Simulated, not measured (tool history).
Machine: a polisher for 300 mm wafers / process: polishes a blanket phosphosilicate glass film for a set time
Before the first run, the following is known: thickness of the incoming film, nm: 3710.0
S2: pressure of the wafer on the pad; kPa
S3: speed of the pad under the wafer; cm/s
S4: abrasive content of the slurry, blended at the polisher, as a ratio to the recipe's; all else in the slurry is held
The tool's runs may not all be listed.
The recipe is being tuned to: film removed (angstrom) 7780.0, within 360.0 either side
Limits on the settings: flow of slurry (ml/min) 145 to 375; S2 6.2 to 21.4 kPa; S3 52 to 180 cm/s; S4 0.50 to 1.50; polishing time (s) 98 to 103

{"run": 1, "hour": 0.0, "flow of slurry (ml/min)": 240, "S2": 13.8, "S3": 116, "S4": 1.0, "polishing time (s)": 98, "film removed (angstrom)": 5250.4}
{"run": 2, "hour": 8.1, "flow of slurry (ml/min)": 240, "S2": 17.2, "S3": 116, "S4": 1.0, "polishing time (s)": 98, "film removed (angstrom)": 6784.6}
{"run": 3, "hour": 10.8, "flow of slurry (ml/min)": 240, "S2": 17.9, "S3": 116, "S4": 1.0, "polishing time (s)": 98, "film removed (angstrom)": 6988.3}
{"run": 4, "hour": 15.7, "flow of slurry (ml/min)": 240, "S2": 17.9, "S3": 116, "S4": 0.85, "polishing time (s)": 98, "film removed (angstrom)": 6387.9}
{"hour": 22.6, "done": "slurry blender recalibrated"}
{"run": 5, "hour": 22.6, "flow of slurry (ml/min)": 240, "S2": 18.6, "S3": 116, "S4": 0.85, "polishing time (s)": 98, "film removed (angstrom)": 7261.4}
{"run": 6, "hour": 29.1, "flow of slurry (ml/min)": 240, "S2": 18.6, "S3": 88, "S4": 0.85, "polishing time (s)": 98, "film removed (angstrom)": 5755.4}
{"run": 7, "hour": 37.6, "flow of slurry (ml/min)": 240, "S2": 19.3, "S3": 90, "S4": 0.85, "polishing time (s)": 98, "film removed (angstrom)": 6149.9}
{"run": 8, "hour": 43.1, "flow of slurry (ml/min)": 240, "S2": 20.0, "S3": 92, "S4": 0.85, "polishing time (s)": 98, "film removed (angstrom)": 6324.8}
{"run": 9, "hour": 44.2, "flow of slurry (ml/min)": 240, "S2": 20.0, "S3": 94, "S4": 0.85, "polishing time (s)": 98, "film removed (angstrom)": 6508.0}
{"run": 10, "hour": 49.4, "flow of slurry (ml/min)": 240, "S2": 20.0, "S3": 96, "S4": 0.85, "polishing time (s)": 98, "film removed (angstrom)": 6709.8}
{"run": 11, "hour": 54.4, "flow of slurry (ml/min)": 240, "S2": 20.0, "S3": 98, "S4": 0.85, "polishing time (s)": 98, "film removed (angstrom)": 6606.2}
{"run": 12, "hour": 55.3, "flow of slurry (ml/min)": 240, "S2": 20.0, "S3": 100, "S4": 0.85, "polishing time (s)": 98, "film removed (angstrom)": 6807.9}
{"run": 13, "hour": 56.5, "flow of slurry (ml/min)": 240, "S2": 20.0, "S3": 102, "S4": 0.85, "polishing time (s)": 98, "film removed (angstrom)": 6927.3}
{"run": 14, "hour": 63.9, "flow of slurry (ml/min)": 240, "S2": 20.7, "S3": 104, "S4": 0.85, "polishing time (s)": 98, "film removed (angstrom)": 7225.9}

Pick the move, out of 4, that brings all results within their allowed miss; only one does.
{"run": "A", "hour": 71.3, "flow of slurry (ml/min)": 265, "S2": 20.0, "S3": 106, "S4": 0.7, "polishing time (s)": 103, "film removed (angstrom)": "?"}
{"run": "B", "hour": 71.3, "flow of slurry (ml/min)": 220, "S2": 17.2, "S3": 114, "S4": 0.9, "polishing time (s)": 98, "film removed (angstrom)": "?"}
{"run": "C", "hour": 71.3, "flow of slurry (ml/min)": 185, "S2": 20.7, "S3": 118, "S4": 0.7, "polishing time (s)": 98, "film removed (angstrom)": "?"}
{"run": "D", "hour": 71.3, "flow of slurry (ml/min)": 280, "S2": 20.0, "S3": 116, "S4": 0.8, "polishing time (s)": 102, "film removed (angstrom)": "?"}

move=A film_removed_(angstrom)=6869.5
move=B film_removed_(angstrom)=6816.7
move=C film_removed_(angstrom)=7012.1
move=D film_removed_(angstrom)=7998.3
A: its largest miss is bigger than the last run's
B: its largest miss is bigger than the last run's
C: its largest miss is bigger than the last run's
D: all results in spec
So the answer is move D, the one that meets all the targets.
